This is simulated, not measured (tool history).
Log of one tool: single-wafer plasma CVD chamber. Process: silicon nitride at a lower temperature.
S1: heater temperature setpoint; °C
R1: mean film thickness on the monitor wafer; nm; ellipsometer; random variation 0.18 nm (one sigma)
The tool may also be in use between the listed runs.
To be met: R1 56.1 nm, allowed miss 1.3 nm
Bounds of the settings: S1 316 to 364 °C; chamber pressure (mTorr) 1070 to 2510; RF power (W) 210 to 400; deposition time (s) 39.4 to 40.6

run 1 day=0 | S1=340 chamber_pressure_(mTorr)=1790 RF_power_(W)=305 deposition_time_(s)=39.4 | R1=49.343
run 2 day=0.333 | S1=340 chamber_pressure_(mTorr)=1870 RF_power_(W)=310 deposition_time_(s)=39.4 | R1=50.65
run 3 day=0.5 | S1=340 chamber_pressure_(mTorr)=2050 RF_power_(W)=310 deposition_time_(s)=39.4 | R1=52.059
run 4 day=0.558 | S1=340 chamber_pressure_(mTorr)=2100 RF_power_(W)=310 deposition_time_(s)=39.4 | R1=52.432
run 5 day=0.667 | S1=340 chamber_pressure_(mTorr)=2150 RF_power_(W)=310 deposition_time_(s)=39.4 | R1=52.725
run 6 day=0.958 | S1=340 chamber_pressure_(mTorr)=2190 RF_power_(W)=310 deposition_time_(s)=39.4 | R1=53.299
run 7 day=1.046 | S1=340 chamber_pressure_(mTorr)=2190 RF_power_(W)=310 deposition_time_(s)=39.4 | R1=53.297
run 8 day=1.154 | S1=340 chamber_pressure_(mTorr)=2220 RF_power_(W)=310 deposition_time_(s)=39.4 | R1=53.192
run 9 day=1.212 | S1=340 chamber_pressure_(mTorr)=2250 RF_power_(W)=310 deposition_time_(s)=39.4 | R1=53.603
run 10 day=1.521 | S1=340 chamber_pressure_(mTorr)=2280 RF_power_(W)=310 deposition_time_(s)=39.4 | R1=54.154

Which of these 5 next moves meets every target?
run A day=1.829 | S1=342 chamber_pressure_(mTorr)=2460 RF_power_(W)=305 deposition_time_(s)=39.4 | R1=?
run B day=1.829 | S1=344 chamber_pressure_(mTorr)=2310 RF_power_(W)=310 deposition_time_(s)=40.6 | R1=?
run C day=1.829 | S1=338 chamber_pressure_(mTorr)=2270 RF_power_(W)=300 deposition_time_(s)=39.4 | R1=?
run D day=1.829 | S1=341 chamber_pressure_(mTorr)=2230 RF_power_(W)=300 deposition_time_(s)=39.4 | R1=?
run E day=1.829 | S1=336 chamber_pressure_(mTorr)=2260 RF_power_(W)=310 deposition_time_(s)=39.4 | R1=?

move=A R1=54.206
move=B R1=55.522
move=C R1=52.556
move=D R1=52.219
move=E R1=53.706
A: as far off as the last run
B: meets every target
C: further off than the last run
D: further off than the last run
E: further off than the last run
Move B is the one to make.
